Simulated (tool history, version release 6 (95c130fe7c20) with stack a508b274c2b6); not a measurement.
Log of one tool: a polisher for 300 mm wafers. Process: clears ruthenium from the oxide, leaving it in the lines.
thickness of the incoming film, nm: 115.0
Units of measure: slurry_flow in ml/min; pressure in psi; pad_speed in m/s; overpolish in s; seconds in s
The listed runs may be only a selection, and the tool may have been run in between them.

{"run": 1, "hour": 0.0, "slurry_flow": 200, "pressure": 2.2, "pad_speed": 0.9, "overpolish": 4, "seconds": 98.891}
{"run": 2, "hour": 3.7, "slurry_flow": 200, "pressure": 2.7, "pad_speed": 0.9, "overpolish": 4, "seconds": 82.639}
{"run": 3, "hour": 4.7, "slurry_flow": 200, "pressure": 2.7, "pad_speed": 0.9, "overpolish": 4, "seconds": 82.118}
{"run": 4, "hour": 9.5, "slurry_flow": 200, "pressure": 2.7, "pad_speed": 0.8, "overpolish": 4, "seconds": 88.605}
{"run": 5, "hour": 12.2, "slurry_flow": 200, "pressure": 2.5, "pad_speed": 0.78, "overpolish": 4, "seconds": 99.807}
{"run": 6, "hour": 15.5, "slurry_flow": 170, "pressure": 2.5, "pad_speed": 0.78, "overpolish": 4, "seconds": 100.21}
{"run": 7, "hour": 18.3, "slurry_flow": 170, "pressure": 2.3, "pad_speed": 0.78, "overpolish": 4, "seconds": 107.83}

What will run 8 give?
{"run": 8, "hour": 21.4, "slurry_flow": 170, "pressure": 2.3, "pad_speed": 0.78, "overpolish": 4, "seconds": "?"}

Run 8 gave seconds 110.64 s.

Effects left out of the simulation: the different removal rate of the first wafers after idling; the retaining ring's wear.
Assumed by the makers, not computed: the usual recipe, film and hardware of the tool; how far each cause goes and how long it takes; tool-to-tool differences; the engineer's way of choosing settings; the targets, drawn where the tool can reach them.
